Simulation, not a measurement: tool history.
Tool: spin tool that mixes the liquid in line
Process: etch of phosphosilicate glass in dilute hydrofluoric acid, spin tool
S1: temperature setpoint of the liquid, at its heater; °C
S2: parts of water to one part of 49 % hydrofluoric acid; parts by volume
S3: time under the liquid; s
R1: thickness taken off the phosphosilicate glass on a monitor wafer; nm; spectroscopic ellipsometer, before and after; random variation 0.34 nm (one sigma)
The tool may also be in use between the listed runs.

run  hour    S1   S2  S3      R1
  1     0    21   95  95  58.411
  2   0.8  23.5   90  95  68.662
  3   5.7  23.5  110  95  54.922
  4    12  23.5  135  95  43.339
  5  13.8  23.5  135  95   43.33
  6  21.7    25  135  95  46.144

The next listed run, before its measurement:
  7  22.9  26  120  95   ?

{"run 7": {"R1": 54.64}}
